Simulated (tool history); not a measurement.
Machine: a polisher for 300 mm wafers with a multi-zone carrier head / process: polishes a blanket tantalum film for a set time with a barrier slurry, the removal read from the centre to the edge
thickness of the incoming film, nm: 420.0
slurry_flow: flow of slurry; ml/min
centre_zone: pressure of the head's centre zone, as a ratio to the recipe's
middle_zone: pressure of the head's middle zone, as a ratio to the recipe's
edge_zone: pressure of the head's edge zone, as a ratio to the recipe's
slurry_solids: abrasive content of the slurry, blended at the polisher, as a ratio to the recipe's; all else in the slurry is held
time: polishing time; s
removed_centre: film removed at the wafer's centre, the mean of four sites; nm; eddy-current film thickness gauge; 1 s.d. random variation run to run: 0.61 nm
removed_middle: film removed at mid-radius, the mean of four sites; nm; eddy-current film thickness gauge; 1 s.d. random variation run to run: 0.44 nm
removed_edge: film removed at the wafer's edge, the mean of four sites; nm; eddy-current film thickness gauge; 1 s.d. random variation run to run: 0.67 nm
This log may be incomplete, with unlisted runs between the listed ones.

run 1 day=0.000 | slurry_flow=165 centre_zone=1.00 middle_zone=1.00 edge_zone=1.00 slurry_solids=1.00 time=55 | removed_centre=63.877 removed_middle=61.440 removed_edge=61.299
run 2 day=0.167 | slurry_flow=135 centre_zone=1.00 middle_zone=1.00 edge_zone=1.00 slurry_solids=1.00 time=55 | removed_centre=60.987 removed_middle=59.801 removed_edge=60.362
run 3 day=0.233 | slurry_flow=100 centre_zone=1.00 middle_zone=1.00 edge_zone=1.00 slurry_solids=1.00 time=55 | removed_centre=54.466 removed_middle=53.829 removed_edge=56.120
run 4 day=0.554 | slurry_flow=100 centre_zone=1.00 middle_zone=1.00 edge_zone=1.00 slurry_solids=1.00 time=66 | removed_centre=65.126 removed_middle=65.761 removed_edge=68.657
run 5 day=0.921 | slurry_flow=100 centre_zone=1.06 middle_zone=1.00 edge_zone=1.00 slurry_solids=1.00 time=66 | removed_centre=68.854 removed_middle=65.424 removed_edge=69.079
-- day=1.104 centre zone pressure recalibrated
run 6 day=1.104 | slurry_flow=100 centre_zone=1.06 middle_zone=1.00 edge_zone=1.00 slurry_solids=1.15 time=66 | removed_centre=69.244 removed_middle=68.831 removed_edge=72.206
run 7 day=1.329 | slurry_flow=105 centre_zone=1.03 middle_zone=1.01 edge_zone=0.97 slurry_solids=1.00 time=64 | removed_centre=64.987 removed_middle=65.275 removed_edge=63.935
run 8 day=1.683 | slurry_flow=125 centre_zone=0.93 middle_zone=0.92 edge_zone=0.87 slurry_solids=0.75 time=61 | removed_centre=52.200 removed_middle=53.356 removed_edge=54.934
run 9 day=1.971 | slurry_flow=130 centre_zone=0.96 middle_zone=0.94 edge_zone=0.86 slurry_solids=0.70 time=60 | removed_centre=51.930 removed_middle=52.569 removed_edge=53.379
run 10 day=2.288 | slurry_flow=165 centre_zone=1.06 middle_zone=1.04 edge_zone=0.81 slurry_solids=0.50 time=54 | removed_centre=43.698 removed_middle=42.999 removed_edge=37.791
run 11 day=2.454 | slurry_flow=175 centre_zone=1.07 middle_zone=1.05 edge_zone=0.85 slurry_solids=0.55 time=54 | removed_centre=47.121 removed_middle=46.795 removed_edge=41.945
run 12 day=2.700 | slurry_flow=190 centre_zone=1.08 middle_zone=1.05 edge_zone=0.85 slurry_solids=0.55 time=54 | removed_centre=48.637 removed_middle=48.164 removed_edge=42.905
run 13 day=2.900 | slurry_flow=200 centre_zone=1.09 middle_zone=1.05 edge_zone=0.85 slurry_solids=0.55 time=54 | removed_centre=48.439 removed_middle=48.025 removed_edge=43.528
run 14 day=3.138 | slurry_flow=210 centre_zone=1.11 middle_zone=1.06 edge_zone=0.85 slurry_solids=0.55 time=54 | removed_centre=50.271 removed_middle=48.533 removed_edge=43.668
run 15 day=3.471 | slurry_flow=215 centre_zone=1.12 middle_zone=1.07 edge_zone=0.85 slurry_solids=0.55 time=54 | removed_centre=50.730 removed_middle=48.696 removed_edge=42.803
run 16 day=3.817 | slurry_flow=220 centre_zone=1.12 middle_zone=1.07 edge_zone=0.86 slurry_solids=0.55 time=54 | removed_centre=51.413 removed_middle=49.176 removed_edge=43.434
run 17 day=3.912 | slurry_flow=225 centre_zone=1.12 middle_zone=1.07 edge_zone=0.87 slurry_solids=0.55 time=54 | removed_centre=50.404 removed_middle=50.076 removed_edge=43.060

Estimate the outcome of run 18 from the log above:
run 18 day=4.012 | slurry_flow=225 centre_zone=1.12 middle_zone=1.07 edge_zone=0.88 slurry_solids=0.55 time=54 | removed_centre=? removed_middle=? removed_edge=?

{"run 18": {"removed_centre": 51.738, "removed_middle": 50.225, "removed_edge": 45.07}}
